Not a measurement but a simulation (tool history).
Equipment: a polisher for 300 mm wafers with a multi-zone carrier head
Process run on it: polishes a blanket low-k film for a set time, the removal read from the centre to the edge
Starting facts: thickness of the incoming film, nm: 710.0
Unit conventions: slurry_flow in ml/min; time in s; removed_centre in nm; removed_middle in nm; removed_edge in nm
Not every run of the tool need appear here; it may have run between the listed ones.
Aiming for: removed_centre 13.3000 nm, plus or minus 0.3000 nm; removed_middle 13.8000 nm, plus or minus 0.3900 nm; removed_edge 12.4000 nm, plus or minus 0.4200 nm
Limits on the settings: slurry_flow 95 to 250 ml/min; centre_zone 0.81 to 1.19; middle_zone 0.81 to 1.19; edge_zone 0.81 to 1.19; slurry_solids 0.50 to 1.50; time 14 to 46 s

run 1 hour=0.0 | slurry_flow=160 centre_zone=1.00 middle_zone=1.00 edge_zone=1.00 slurry_solids=1.00 time=30 | removed_centre=9.9419 removed_middle=9.7053 removed_edge=9.6847
run 2 hour=4.4 | slurry_flow=170 centre_zone=1.02 middle_zone=1.03 edge_zone=1.03 slurry_solids=1.05 time=30 | removed_centre=10.3380 removed_middle=10.2120 removed_edge=10.3080
run 3 hour=12.9 | slurry_flow=170 centre_zone=1.02 middle_zone=1.03 edge_zone=1.03 slurry_solids=1.20 time=30 | removed_centre=10.9030 removed_middle=10.8050 removed_edge=10.6530
run 4 hour=16.8 | slurry_flow=180 centre_zone=1.04 middle_zone=1.06 edge_zone=1.04 slurry_solids=1.25 time=30 | removed_centre=11.4520 removed_middle=11.3280 removed_edge=11.0490
run 5 hour=24.1 | slurry_flow=180 centre_zone=1.04 middle_zone=1.03 edge_zone=1.04 slurry_solids=1.25 time=30 | removed_centre=11.3450 removed_middle=10.9600 removed_edge=10.9660
run 6 hour=24.7 | slurry_flow=180 centre_zone=1.04 middle_zone=1.11 edge_zone=1.04 slurry_solids=1.25 time=30 | removed_centre=11.3920 removed_middle=11.8070 removed_edge=10.9220
run 7 hour=27.7 | slurry_flow=225 centre_zone=1.10 middle_zone=1.19 edge_zone=1.14 slurry_solids=1.35 time=30 | removed_centre=12.7850 removed_middle=13.1200 removed_edge=12.2160
run 8 hour=28.3 | slurry_flow=225 centre_zone=1.10 middle_zone=1.19 edge_zone=1.13 slurry_solids=1.35 time=30 | removed_centre=12.9290 removed_middle=13.1230 removed_edge=11.9920
run 9 hour=33.9 | slurry_flow=230 centre_zone=1.09 middle_zone=1.19 edge_zone=1.12 slurry_solids=1.40 time=30 | removed_centre=13.0770 removed_middle=13.4140 removed_edge=12.1870
run 10 hour=35.9 | slurry_flow=235 centre_zone=1.08 middle_zone=1.19 edge_zone=1.11 slurry_solids=1.45 time=30 | removed_centre=13.0720 removed_middle=13.6700 removed_edge=12.2730

Of the 4 settings listed for the next run, only one would bring every result within its allowed miss of target. Which one?
run A hour=37.9 | slurry_flow=240 centre_zone=1.09 middle_zone=1.16 edge_zone=1.08 slurry_solids=1.40 time=30 | removed_centre=? removed_middle=? removed_edge=?
run B hour=37.9 | slurry_flow=250 centre_zone=1.08 middle_zone=1.17 edge_zone=0.95 slurry_solids=1.15 time=33 | removed_centre=? removed_middle=? removed_edge=?
run C hour=37.9 | slurry_flow=240 centre_zone=1.10 middle_zone=1.19 edge_zone=1.12 slurry_solids=1.40 time=29 | removed_centre=? removed_middle=? removed_edge=?
run D hour=37.9 | slurry_flow=200 centre_zone=1.08 middle_zone=1.17 edge_zone=1.06 slurry_solids=1.40 time=32 | removed_centre=? removed_middle=? removed_edge=?

move=A removed_centre=12.9620 removed_middle=13.3110 removed_edge=12.0410
move=B removed_centre=13.2930 removed_middle=13.8750 removed_edge=11.6870
move=C removed_centre=12.6480 removed_middle=13.1530 removed_edge=11.8510
move=D removed_centre=13.3210 removed_middle=13.9510 removed_edge=12.4870
A: misses by more than the last run did
B: the furthest-off result lands on target, but another misses its tolerance
C: misses by more than the last run did
D: all results in spec
D is the move that brings every result within its allowed miss.
